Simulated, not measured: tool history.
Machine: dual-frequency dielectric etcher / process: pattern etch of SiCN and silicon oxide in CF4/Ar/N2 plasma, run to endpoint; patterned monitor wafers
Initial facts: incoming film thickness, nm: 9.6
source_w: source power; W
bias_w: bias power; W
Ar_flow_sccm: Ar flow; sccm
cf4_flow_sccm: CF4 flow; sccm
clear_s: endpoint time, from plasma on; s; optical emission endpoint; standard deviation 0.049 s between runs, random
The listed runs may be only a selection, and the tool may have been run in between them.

run 1 hour=0.0 | source_w=440 bias_w=64 Ar_flow_sccm=127 cf4_flow_sccm=46 | clear_s=12.708
run 2 hour=3.0 | source_w=420 bias_w=64 Ar_flow_sccm=127 cf4_flow_sccm=46 | clear_s=13.368
run 3 hour=4.6 | source_w=370 bias_w=64 Ar_flow_sccm=127 cf4_flow_sccm=46 | clear_s=15.550
run 4 hour=5.3 | source_w=320 bias_w=64 Ar_flow_sccm=127 cf4_flow_sccm=46 | clear_s=18.455
run 5 hour=5.8 | source_w=330 bias_w=64 Ar_flow_sccm=127 cf4_flow_sccm=46 | clear_s=17.779
run 6 hour=8.3 | source_w=330 bias_w=73 Ar_flow_sccm=127 cf4_flow_sccm=46 | clear_s=16.969
run 7 hour=9.4 | source_w=340 bias_w=73 Ar_flow_sccm=127 cf4_flow_sccm=46 | clear_s=16.419
run 8 hour=14.7 | source_w=380 bias_w=73 Ar_flow_sccm=127 cf4_flow_sccm=46 | clear_s=14.306

Run 9 is up next; what results do you expect?
-- hour=15.2 Ar flow controller replaced
run 9 hour=15.2 | source_w=370 bias_w=73 Ar_flow_sccm=127 cf4_flow_sccm=46 | clear_s=?

clear_s: 14.702 s
